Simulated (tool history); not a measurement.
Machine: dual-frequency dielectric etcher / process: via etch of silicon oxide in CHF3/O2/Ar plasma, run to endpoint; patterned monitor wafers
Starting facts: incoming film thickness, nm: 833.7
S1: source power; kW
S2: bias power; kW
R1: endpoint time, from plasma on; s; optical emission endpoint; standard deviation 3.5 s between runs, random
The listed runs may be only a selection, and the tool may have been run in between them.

run 1 hour=0 | S1=0.85 S2=0.131 | R1=414.48
run 2 hour=3.6 | S1=0.81 S2=0.129 | R1=422.75
run 3 hour=10.7 | S1=0.81 S2=0.121 | R1=428.58
run 4 hour=15.9 | S1=0.78 S2=0.119 | R1=430.78
run 5 hour=17.5 | S1=0.92 S2=0.119 | R1=413.29
run 6 hour=19.4 | S1=0.88 S2=0.115 | R1=425.52

Estimate the outcome of run 7 from the log above:
run 7 hour=21.9 | S1=0.85 S2=0.112 | R1=?

R1: 433.41 s
